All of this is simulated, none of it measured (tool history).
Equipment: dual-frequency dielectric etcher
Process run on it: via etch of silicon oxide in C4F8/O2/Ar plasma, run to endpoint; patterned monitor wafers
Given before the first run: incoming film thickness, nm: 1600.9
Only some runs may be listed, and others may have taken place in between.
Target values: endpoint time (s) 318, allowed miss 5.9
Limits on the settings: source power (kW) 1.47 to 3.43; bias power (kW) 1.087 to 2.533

| run | day | source power (kW) | bias power (kW) | endpoint time (s) |
|---|---|---|---|---|
| 1 | 0 | 2.45 | 1.81 | 268.6 |
| 2 | 0.162 | 2.45 | 1.546 | 275.08 |
| 3 | 0.196 | 2.35 | 1.527 | 281.5 |
| 4 | 0.558 | 2.19 | 1.527 | 294.18 |
| 5 | 0.654 | 2.15 | 1.522 | 298.91 |
| 6 | 0.854 | 2.15 | 1.728 | 293.83 |
| 7 | 0.9 | 2.11 | 1.724 | 298.24 |
| 8 | 0.996 | 2.08 | 1.721 | 298.31 |
| 9 | 1.338 | 2.05 | 1.717 | 303.71 |
| 10 | 1.442 | 2.03 | 1.715 | 301.43 |
| 11 | 1.742 | 2 | 1.712 | 305.11 |
| 12 | 2.067 | 1.98 | 1.71 | 309.55 |
| 13 | 2.35 | 1.97 | 1.709 | 314.28 |

Which of these 5 next moves meets every target?
| A | 2.633 | 1.96 | 1.536 | ? |
| B | 2.633 | 1.99 | 1.886 | ? |
| C | 2.633 | 2.04 | 1.628 | ? |
| D | 2.633 | 2.12 | 1.352 | ? |
| E | 2.633 | 2.08 | 1.574 | ? |

| move | endpoint time (s) |
|---|---|
| A | 316.9 |
| B | 305.21 |
| C | 306.64 |
| D | 306.35 |
| E | 304.28 |
A: each result inside its tolerance
B: lands further from the targets than the last run did
C: lands further from the targets than the last run did
D: lands further from the targets than the last run did
E: lands further from the targets than the last run did
Move A is the one to make.
